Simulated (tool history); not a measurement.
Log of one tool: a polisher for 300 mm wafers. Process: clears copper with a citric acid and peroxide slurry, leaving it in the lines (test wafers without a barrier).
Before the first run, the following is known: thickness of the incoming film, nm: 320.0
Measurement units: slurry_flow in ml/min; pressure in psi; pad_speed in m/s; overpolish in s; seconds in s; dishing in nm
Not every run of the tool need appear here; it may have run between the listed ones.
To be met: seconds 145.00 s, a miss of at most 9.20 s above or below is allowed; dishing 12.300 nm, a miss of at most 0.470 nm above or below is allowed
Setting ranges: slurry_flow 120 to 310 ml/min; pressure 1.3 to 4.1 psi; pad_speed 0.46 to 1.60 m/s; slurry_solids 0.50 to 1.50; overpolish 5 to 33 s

run	day	slurry_flow	pressure	pad_speed	slurry_solids	overpolish	seconds	dishing
1	0.000	200	2.7	1.02	1.00	17	126.12	32.950
2	0.208	200	2.6	1.00	1.00	15	133.46	27.709
3	0.492	200	2.6	1.00	1.00	11	135.06	20.953
4	0.788	200	2.5	1.00	1.00	10	135.18	18.407
5	1.008	205	2.4	1.02	1.00	9	139.89	16.526
6	1.238	205	2.4	1.04	1.00	9	131.52	16.843
7	1.558	205	2.3	1.04	1.00	9	143.28	16.174
8	1.896	205	2.3	1.04	1.00	8	146.29	14.536

Consider the 4 candidate settings below. Which is the only one whose results all fall within their allowed miss of target?
A	2.233	195	2.3	1.02	1.05	7	?	?
B	2.233	210	2.1	1.04	1.15	12	?	?
C	2.233	185	2.4	0.88	0.80	9	?	?
D	2.233	195	2.4	0.90	0.85	9	?	?

move	seconds	dishing
A	145.48	12.466
B	151.52	19.978
C	170.72	13.619
D	163.90	14.161
A: hits every target within its allowed miss
B: further off than the last run
C: an improvement on the last run, though not all results are within tolerance
D: an improvement on the last run, though not all results are within tolerance
The right move is A.
